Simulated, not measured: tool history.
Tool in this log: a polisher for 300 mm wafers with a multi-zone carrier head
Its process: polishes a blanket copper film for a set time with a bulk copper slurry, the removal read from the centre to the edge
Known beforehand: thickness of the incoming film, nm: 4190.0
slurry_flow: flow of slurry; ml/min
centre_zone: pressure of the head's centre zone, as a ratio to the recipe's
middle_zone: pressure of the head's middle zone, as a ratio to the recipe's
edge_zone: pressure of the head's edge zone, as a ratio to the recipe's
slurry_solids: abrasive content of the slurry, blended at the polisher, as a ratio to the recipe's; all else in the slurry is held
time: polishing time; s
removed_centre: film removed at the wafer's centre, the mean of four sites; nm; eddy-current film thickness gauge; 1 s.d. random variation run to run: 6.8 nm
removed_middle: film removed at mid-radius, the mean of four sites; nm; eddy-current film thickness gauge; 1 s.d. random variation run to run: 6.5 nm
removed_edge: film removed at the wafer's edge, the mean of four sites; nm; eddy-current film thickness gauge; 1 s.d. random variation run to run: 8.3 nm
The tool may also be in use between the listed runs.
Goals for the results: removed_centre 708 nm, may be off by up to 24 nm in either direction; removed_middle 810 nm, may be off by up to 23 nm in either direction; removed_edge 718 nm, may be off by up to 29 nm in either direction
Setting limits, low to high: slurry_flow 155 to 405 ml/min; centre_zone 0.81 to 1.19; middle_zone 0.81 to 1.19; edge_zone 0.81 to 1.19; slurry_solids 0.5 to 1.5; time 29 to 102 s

Run 1, hour 0: slurry_flow 260 ml/min, centre_zone 1, middle_zone 1, edge_zone 1, slurry_solids 1, time 65 s. Result: removed_centre 582.24 nm, removed_middle 570.64 nm, removed_edge 560.21 nm.
Run 2, hour 6.2: slurry_flow 265 ml/min, centre_zone 1, middle_zone 1.02, edge_zone 1.01, slurry_solids 1.05, time 65 s. Result: removed_centre 577.67 nm, removed_middle 597.51 nm, removed_edge 561.84 nm.
Run 3, hour 9.7: slurry_flow 265 ml/min, centre_zone 1, middle_zone 1.02, edge_zone 1.02, slurry_solids 1.1, time 66 s. Result: removed_centre 597.76 nm, removed_middle 610.38 nm, removed_edge 591.84 nm.
Run 4, hour 16.1: slurry_flow 265 ml/min, centre_zone 1, middle_zone 0.95, edge_zone 1.02, slurry_solids 1.1, time 66 s. Result: removed_centre 592.05 nm, removed_middle 565.25 nm, removed_edge 600.84 nm.
Run 5, hour 16.9: slurry_flow 270 ml/min, centre_zone 1.01, middle_zone 0.97, edge_zone 1.03, slurry_solids 1.15, time 66 s. Result: removed_centre 622.46 nm, removed_middle 579.34 nm, removed_edge 598.01 nm.
Run 6, hour 23.1: slurry_flow 270 ml/min, centre_zone 1, middle_zone 0.99, edge_zone 1.04, slurry_solids 1.2, time 67 s. Result: removed_centre 615.41 nm, removed_middle 604.97 nm, removed_edge 614.05 nm.
Run 7, hour 31.2: slurry_flow 270 ml/min, centre_zone 1, middle_zone 1.01, edge_zone 1.05, slurry_solids 1.25, time 68 s. Result: removed_centre 625.43 nm, removed_middle 636.68 nm, removed_edge 637.41 nm.
Run 8, hour 38.6: slurry_flow 275 ml/min, centre_zone 1.01, middle_zone 1.03, edge_zone 1.06, slurry_solids 1.3, time 68 s. Result: removed_centre 643.76 nm, removed_middle 661.83 nm, removed_edge 646.2 nm.
Run 9, hour 45.8: slurry_flow 280 ml/min, centre_zone 1.01, middle_zone 1.04, edge_zone 1.07, slurry_solids 1.3, time 68 s. Result: removed_centre 644.48 nm, removed_middle 660.27 nm, removed_edge 648.52 nm.
Run 10, hour 54.2: slurry_flow 280 ml/min, centre_zone 1.01, middle_zone 1.05, edge_zone 1.08, slurry_solids 1.3, time 68 s. Result: removed_centre 646.67 nm, removed_middle 668.46 nm, removed_edge 653.97 nm.
Run 11, hour 56.3: slurry_flow 285 ml/min, centre_zone 1.01, middle_zone 1.06, edge_zone 1.09, slurry_solids 1.3, time 68 s. Result: removed_centre 641.8 nm, removed_middle 670.14 nm, removed_edge 651.99 nm.

Which one of the following 5 next-run settings gets every result inside its allowed miss? There is exactly one.
Run A, hour 58.4: slurry_flow 310 ml/min, centre_zone 1.14, middle_zone 1.15, edge_zone 0.99, slurry_solids 1.25, time 62 s. Result: removed_centre ?, removed_middle ?, removed_edge ?.
Run B, hour 58.4: slurry_flow 260 ml/min, centre_zone 0.97, middle_zone 1.05, edge_zone 1.07, slurry_solids 1.3, time 64 s. Result: removed_centre ?, removed_middle ?, removed_edge ?.
Run C, hour 58.4: slurry_flow 285 ml/min, centre_zone 1.12, middle_zone 1.03, edge_zone 1.04, slurry_solids 1.2, time 65 s. Result: removed_centre ?, removed_middle ?, removed_edge ?.
Run D, hour 58.4: slurry_flow 285 ml/min, centre_zone 1, middle_zone 1.16, edge_zone 1.08, slurry_solids 1.45, time 74 s. Result: removed_centre ?, removed_middle ?, removed_edge ?.
Run E, hour 58.4: slurry_flow 280 ml/min, centre_zone 0.83, middle_zone 1.11, edge_zone 1.19, slurry_solids 1.15, time 77 s. Result: removed_centre ?, removed_middle ?, removed_edge ?.

move  removed_centre  removed_middle  removed_edge
   A          663.27           653.4        564.33
   B          574.68          622.21        602.39
   C          670.94          618.17        598.18
   D          708.67           803.2        719.88
   E          581.81          769.43        750.75
A: its largest miss is bigger than the last run's
B: its largest miss is bigger than the last run's
C: its largest miss is bigger than the last run's
D: every result lands within tolerance
E: gains on the last run, yet a result remains outside its allowed miss
Correct choice: D, which meets every target
